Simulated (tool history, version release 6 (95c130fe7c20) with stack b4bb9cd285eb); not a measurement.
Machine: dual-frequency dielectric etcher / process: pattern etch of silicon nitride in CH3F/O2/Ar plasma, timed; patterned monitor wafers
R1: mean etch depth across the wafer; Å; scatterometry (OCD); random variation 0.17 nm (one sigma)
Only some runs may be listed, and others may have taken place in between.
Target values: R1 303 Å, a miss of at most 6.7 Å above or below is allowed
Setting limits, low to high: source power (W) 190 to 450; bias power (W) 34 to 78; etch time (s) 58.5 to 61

Run 1, hour 0: source power (W) 320, bias power (W) 56, etch time (s) 58.5. Result: R1 342.74 Å.
Run 2, hour 3.1: source power (W) 370, bias power (W) 56, etch time (s) 58.5. Result: R1 371.87 Å.
Run 3, hour 6.7: source power (W) 370, bias power (W) 56, etch time (s) 58.5. Result: R1 372.36 Å.
Run 4, hour 15.2: source power (W) 340, bias power (W) 56, etch time (s) 58.5. Result: R1 355.72 Å.
Run 5, hour 20.3: source power (W) 320, bias power (W) 55, etch time (s) 58.5. Result: R1 345.08 Å.
Run 6, hour 23.2: source power (W) 320, bias power (W) 55, etch time (s) 61. Result: R1 355.67 Å.
Run 7, hour 27.1: source power (W) 300, bias power (W) 54, etch time (s) 61. Result: R1 344.11 Å.
At hour 32.2: source power generator calibrated.
Run 8, hour 32.2: source power (W) 300, bias power (W) 54, etch time (s) 61. Result: R1 348.9 Å.

Which of these 5 next moves meets every target?
Run A, hour 37.3: source power (W) 290, bias power (W) 50, etch time (s) 58.5. Result: R1 ?.
Run B, hour 37.3: source power (W) 290, bias power (W) 41, etch time (s) 58.5. Result: R1 ?.
Run C, hour 37.3: source power (W) 260, bias power (W) 56, etch time (s) 58.5. Result: R1 ?.
Run D, hour 37.3: source power (W) 260, bias power (W) 57, etch time (s) 59. Result: R1 ?.
Run E, hour 37.3: source power (W) 280, bias power (W) 52, etch time (s) 59. Result: R1 ?.

move      R1
   A  324.17
   B  305.94
   C   316.2
   D  320.69
   E  324.63
A: closer than the last run, but not yet in spec
B: all results in spec
C: closer than the last run, but not yet in spec
D: closer than the last run, but not yet in spec
E: closer than the last run, but not yet in spec
B is the move that brings every result within its allowed miss.
